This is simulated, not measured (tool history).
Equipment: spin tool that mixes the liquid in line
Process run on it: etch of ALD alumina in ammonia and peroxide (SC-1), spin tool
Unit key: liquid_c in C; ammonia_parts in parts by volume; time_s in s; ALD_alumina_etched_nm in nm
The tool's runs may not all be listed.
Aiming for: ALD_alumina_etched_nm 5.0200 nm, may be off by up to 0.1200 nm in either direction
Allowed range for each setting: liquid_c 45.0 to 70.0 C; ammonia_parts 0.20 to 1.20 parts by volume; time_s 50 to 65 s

run,hour,liquid_c,ammonia_parts,time_s,ALD_alumina_etched_nm
1,0.0,61.0,0.80,65,4.4852
2,2.0,57.0,0.80,65,3.6385
3,7.0,57.0,0.65,65,3.5554
4,14.8,58.0,0.65,65,3.7284
5,17.2,55.0,0.65,65,3.2291
6,19.0,56.0,0.65,65,3.3994
7,22.8,57.0,0.65,65,3.6010
8,31.1,58.0,0.65,65,3.8389
9,33.4,58.5,0.65,65,3.9089
10,39.6,59.0,0.65,65,3.9999
11,41.0,59.5,0.65,65,4.0911
12,45.7,60.0,0.65,65,4.2154
13,47.7,60.5,0.65,65,4.2529
14,48.8,61.0,0.65,65,4.4626

Consider the 4 candidate settings below. Which is the only one whose results all fall within their allowed miss of target?
A,49.9,64.0,0.45,65,?
B,49.9,65.0,0.80,65,?
C,49.9,61.0,0.20,65,?
D,49.9,63.5,0.85,50,?

move,ALD_alumina_etched_nm
A,4.9399
B,5.4816
C,3.9319
D,3.9352
A: every result within its allowed miss
B: pushes the last run's worst result past its target
C: moves away from the targets compared with the last run
D: moves away from the targets compared with the last run
A is the move that brings every result within its allowed miss.
